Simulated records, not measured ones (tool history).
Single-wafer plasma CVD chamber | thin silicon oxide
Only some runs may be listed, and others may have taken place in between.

run  hour  heater temperature setpoint (K)  chamber pressure (Torr)  RF power (W)  deposition time (s)  mean film thickness on the monitor wafer (nm)
  1     0                           698.15                    0.927           220                10.26                                         19.019
  2   8.7                           698.15                    0.983           220                10.26                                         19.943
  3    16                           691.15                    0.983           220                10.26                                         19.923
  4  21.8                           691.15                    0.835           220                10.26                                         17.444
  5  23.8                           691.15                    0.726           220                10.26                                         15.174
  6  25.9                           691.15                    0.726           195                10.26                                         14.305
  7    32                           691.15                    0.851           195                10.26                                         16.488
  8  35.9                           691.15                    0.936           195                10.26                                         17.897

Expected results for the next run?
  9  40.1                           691.15                        1           195                10.26                                              ?

{"run 9": {"mean film thickness on the monitor wafer (nm)": 18.842}}
